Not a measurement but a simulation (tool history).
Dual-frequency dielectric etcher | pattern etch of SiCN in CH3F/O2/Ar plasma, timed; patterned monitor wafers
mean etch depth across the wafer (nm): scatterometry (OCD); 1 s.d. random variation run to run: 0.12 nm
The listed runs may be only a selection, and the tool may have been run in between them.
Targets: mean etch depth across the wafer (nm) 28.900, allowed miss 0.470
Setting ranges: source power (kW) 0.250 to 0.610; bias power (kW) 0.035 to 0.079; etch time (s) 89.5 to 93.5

| run | hour | source power (kW) | bias power (kW) | etch time (s) | mean etch depth across the wafer (nm) |
|---|---|---|---|---|---|
| 1 | 0.0 | 0.430 | 0.057 | 89.5 | 31.940 |
| 2 | 8.9 | 0.410 | 0.057 | 89.5 | 31.059 |
| 3 | 12.2 | 0.400 | 0.057 | 89.5 | 30.688 |
| 4 | 15.4 | 0.390 | 0.057 | 89.5 | 30.239 |
| 5 | 18.5 | 0.470 | 0.057 | 89.5 | 33.209 |
| 6 | 26.2 | 0.450 | 0.057 | 89.5 | 32.548 |
| 7 | 33.0 | 0.430 | 0.057 | 89.5 | 31.783 |
| 8 | 36.7 | 0.410 | 0.057 | 89.5 | 30.903 |
| 9 | 37.7 | 0.340 | 0.056 | 89.5 | 28.390 |

Exercise: of the 4 proposed moves below, exactly one satisfies all targets within the stated allowed misses. Which move is it?
| A | 38.7 | 0.310 | 0.063 | 90.5 | ? |
| B | 38.7 | 0.330 | 0.058 | 89.5 | ? |
| C | 38.7 | 0.310 | 0.069 | 90.5 | ? |
| D | 38.7 | 0.310 | 0.056 | 92.0 | ? |

| move | mean etch depth across the wafer (nm) |
|---|---|
| A | 28.018 |
| B | 27.927 |
| C | 28.807 |
| D | 27.511 |
A: moves away from the targets compared with the last run
B: moves away from the targets compared with the last run
C: all results land within tolerance of their targets
D: moves away from the targets compared with the last run
Answer: C
